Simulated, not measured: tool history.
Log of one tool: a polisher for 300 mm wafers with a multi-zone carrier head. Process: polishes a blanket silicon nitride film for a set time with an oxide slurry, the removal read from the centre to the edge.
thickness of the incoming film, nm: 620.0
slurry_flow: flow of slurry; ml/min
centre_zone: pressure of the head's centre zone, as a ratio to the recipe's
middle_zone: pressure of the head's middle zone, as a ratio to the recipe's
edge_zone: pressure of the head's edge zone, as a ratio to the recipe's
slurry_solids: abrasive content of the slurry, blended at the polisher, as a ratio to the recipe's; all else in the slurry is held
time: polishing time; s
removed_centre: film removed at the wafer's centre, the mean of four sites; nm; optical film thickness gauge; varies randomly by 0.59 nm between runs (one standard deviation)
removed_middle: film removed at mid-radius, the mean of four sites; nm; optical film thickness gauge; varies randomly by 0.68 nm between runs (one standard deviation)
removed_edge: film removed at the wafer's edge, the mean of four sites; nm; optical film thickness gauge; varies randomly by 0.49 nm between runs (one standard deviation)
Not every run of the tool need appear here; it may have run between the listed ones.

| run | day | slurry_flow | centre_zone | middle_zone | edge_zone | slurry_solids | time | removed_centre | removed_middle | removed_edge |
|---|---|---|---|---|---|---|---|---|---|---|
| 1 | 0.000 | 145 | 1.00 | 1.00 | 1.00 | 1.00 | 60 | 48.293 | 47.889 | 48.075 |
| 2 | 0.058 | 155 | 1.02 | 0.97 | 1.04 | 1.10 | 62 | 54.632 | 51.917 | 54.055 |
| 3 | 0.271 | 155 | 0.98 | 0.97 | 1.04 | 1.10 | 62 | 52.638 | 51.221 | 53.384 |
| 4 | 0.525 | 160 | 1.01 | 0.95 | 1.07 | 1.20 | 63 | 58.872 | 54.115 | 58.877 |
| 5 | 0.771 | 160 | 1.01 | 0.99 | 1.07 | 1.20 | 63 | 58.877 | 55.685 | 57.891 |
| 6 | 1.008 | 180 | 1.01 | 0.99 | 1.07 | 1.20 | 63 | 60.005 | 56.355 | 59.831 |

Run 7 has not been measured yet. What should we expect?
| 7 | 1.088 | 190 | 1.03 | 0.98 | 1.10 | 1.25 | 63 | ? | ? | ? |

Run 7 came out at removed_centre 62.636 nm, removed_middle 58.610 nm, removed_edge 61.708 nm.
